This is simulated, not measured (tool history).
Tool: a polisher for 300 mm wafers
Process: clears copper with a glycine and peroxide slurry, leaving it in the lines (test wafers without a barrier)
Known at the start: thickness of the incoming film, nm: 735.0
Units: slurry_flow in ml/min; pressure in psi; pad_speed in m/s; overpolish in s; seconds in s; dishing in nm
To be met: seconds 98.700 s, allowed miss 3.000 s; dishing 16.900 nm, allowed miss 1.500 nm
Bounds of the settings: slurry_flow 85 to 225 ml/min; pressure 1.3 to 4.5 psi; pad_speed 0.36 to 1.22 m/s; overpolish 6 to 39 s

run    day  slurry_flow  pressure  pad_speed  overpolish  seconds  dishing
  1  0.000          145       2.9       0.78          20  139.420   21.662
  2  0.217          145       2.9       0.90          20  120.200   21.659
  3  0.550          145       3.5       0.90          20  105.770   21.385
  4  0.879          175       3.5       0.90          20  101.790   20.463
  5  0.967          185       3.5       0.90          17  104.300   20.271
  6  1.150          220       3.5       0.90          17  101.070   20.297
  7  1.242          220       3.6       0.90          15   98.293   21.345
  8  1.446          210       3.5       0.92          20  100.310   21.756
  9  1.725          195       3.6       0.92          17   97.047   20.804
 10  1.933          175       3.7       0.90          15   99.268   20.234
 11  1.958          160       3.8       0.88          13  100.290   19.626
 12  2.192          150       3.9       0.86          11  101.760   19.208
 13  2.221          140       4.0       0.86          10  100.590   19.643
 14  2.308          150       4.0       0.86           9   97.838   19.069
 15  2.554          190       3.4       0.88           6  109.450   16.062
 16  2.646          190       3.5       0.88           6  106.070   17.127
 17  2.971          190       3.5       0.90           6  103.090   16.622

5 next moves are on the table. One of them brings every result within its allowed miss. Which?
  A  3.296          195       3.3       0.88           6        ?        ?
  B  3.296          185       3.4       1.04           6        ?        ?
  C  3.296          205       3.7       0.82           7        ?        ?
  D  3.296          185       4.0       0.84           6        ?        ?
  E  3.296          160       2.6       1.16           6        ?        ?

move  seconds  dishing
   A  107.680   16.457
   B   91.971   17.239
   C  104.170   17.665
   D   97.205   17.055
   E  104.450   16.471
A: further off than the last run
B: takes the result that was furthest off past its target
C: further off than the last run
D: meets every target
E: further off than the last run
Answer: D
